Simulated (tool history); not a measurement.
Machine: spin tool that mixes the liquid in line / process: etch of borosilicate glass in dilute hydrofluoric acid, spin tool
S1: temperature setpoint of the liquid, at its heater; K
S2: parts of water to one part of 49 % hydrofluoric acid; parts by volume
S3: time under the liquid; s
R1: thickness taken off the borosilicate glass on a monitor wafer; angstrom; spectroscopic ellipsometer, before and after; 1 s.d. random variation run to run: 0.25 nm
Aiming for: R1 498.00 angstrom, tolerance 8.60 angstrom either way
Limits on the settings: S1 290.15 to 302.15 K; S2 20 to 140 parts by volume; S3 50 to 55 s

Run 1, hour 0.0: S1 294.15 K, S2 75 parts by volume, S3 50 s. Result: R1 209.46 angstrom.
Run 2, hour 8.1: S1 295.15 K, S2 70 parts by volume, S3 50 s. Result: R1 236.10 angstrom.
Run 3, hour 13.7: S1 295.15 K, S2 70 parts by volume, S3 50 s. Result: R1 236.90 angstrom.
Run 4, hour 16.7: S1 295.15 K, S2 70 parts by volume, S3 55 s. Result: R1 260.21 angstrom.
Run 5, hour 22.5: S1 295.15 K, S2 70 parts by volume, S3 55 s. Result: R1 260.67 angstrom.
Run 6, hour 31.3: S1 295.15 K, S2 70 parts by volume, S3 50 s. Result: R1 237.41 angstrom.
Run 7, hour 35.3: S1 295.65 K, S2 65 parts by volume, S3 50 s. Result: R1 261.89 angstrom.
Run 8, hour 39.2: S1 296.15 K, S2 65 parts by volume, S3 50 s. Result: R1 265.60 angstrom.
Run 9, hour 44.7: S1 296.65 K, S2 65 parts by volume, S3 50 s. Result: R1 273.19 angstrom.
Run 10, hour 52.7: S1 297.15 K, S2 65 parts by volume, S3 50 s. Result: R1 277.45 angstrom.
Run 11, hour 60.1: S1 297.65 K, S2 65 parts by volume, S3 50 s. Result: R1 284.29 angstrom.
Run 12, hour 61.1: S1 298.15 K, S2 65 parts by volume, S3 50 s. Result: R1 289.39 angstrom.
Run 13, hour 64.0: S1 298.65 K, S2 60 parts by volume, S3 50 s. Result: R1 324.69 angstrom.
Run 14, hour 65.8: S1 302.15 K, S2 40 parts by volume, S3 50 s. Result: R1 575.17 angstrom.
Run 15, hour 72.2: S1 301.65 K, S2 40 parts by volume, S3 50 s. Result: R1 559.64 angstrom.
Run 16, hour 76.9: S1 300.15 K, S2 40 parts by volume, S3 50 s. Result: R1 527.84 angstrom.

Which of these 4 next moves meets every target?
Run A, hour 81.6: S1 300.15 K, S2 45 parts by volume, S3 50 s. Result: R1 ?.
Run B, hour 81.6: S1 296.15 K, S2 40 parts by volume, S3 55 s. Result: R1 ?.
Run C, hour 81.6: S1 301.15 K, S2 40 parts by volume, S3 50 s. Result: R1 ?.
Run D, hour 81.6: S1 298.65 K, S2 40 parts by volume, S3 55 s. Result: R1 ?.

move      R1
   A  467.12
   B  493.83
   C  551.13
   D  547.69
A: moves the result that the last run missed by most past its target, out the other side
B: in spec on every target
C: lands further from the targets than the last run did
D: lands further from the targets than the last run did
B is the move that brings every result within its allowed miss.
